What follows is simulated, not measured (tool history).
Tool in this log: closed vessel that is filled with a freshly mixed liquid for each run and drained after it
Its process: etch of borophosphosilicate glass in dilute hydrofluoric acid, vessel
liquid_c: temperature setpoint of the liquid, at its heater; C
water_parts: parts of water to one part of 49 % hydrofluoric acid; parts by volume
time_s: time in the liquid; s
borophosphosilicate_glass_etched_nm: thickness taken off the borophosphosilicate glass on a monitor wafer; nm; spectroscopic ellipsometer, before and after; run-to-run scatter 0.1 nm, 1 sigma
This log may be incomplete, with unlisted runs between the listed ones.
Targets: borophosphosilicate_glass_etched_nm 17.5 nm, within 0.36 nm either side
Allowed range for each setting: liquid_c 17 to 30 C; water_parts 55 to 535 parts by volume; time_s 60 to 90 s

run,hour,liquid_c,water_parts,time_s,borophosphosilicate_glass_etched_nm
1,0,22,295,90,10.574
2,8.1,24,280,90,12.256
3,10.2,24,340,90,9.5513
4,16.2,24,400,90,7.724
5,17.2,25.5,360,90,9.2126
# hour 18.1: thermometer replaced
6,18.1,25.5,420,90,7.9163
7,19.1,29.5,300,90,14.025
8,21.6,29.5,285,90,15.119
9,30.4,29.5,275,90,15.881

Which one of the following 5 next-run settings gets every result inside its allowed miss? There is exactly one.
A,39.2,30,270,90,?
B,39.2,30,250,90,?
C,39.2,30,260,90,?
D,39.2,29.5,225,60,?
E,39.2,30,290,90,?

move,borophosphosilicate_glass_etched_nm
A,16.703
B,18.457
C,17.544
D,13.842
E,15.206
A: closer than the last run, but not yet in spec
B: takes the result that was furthest off past its target
C: in spec on every target
D: the biggest miss grows against the last run
E: the biggest miss grows against the last run
So the answer is move C, the one that meets all the targets.
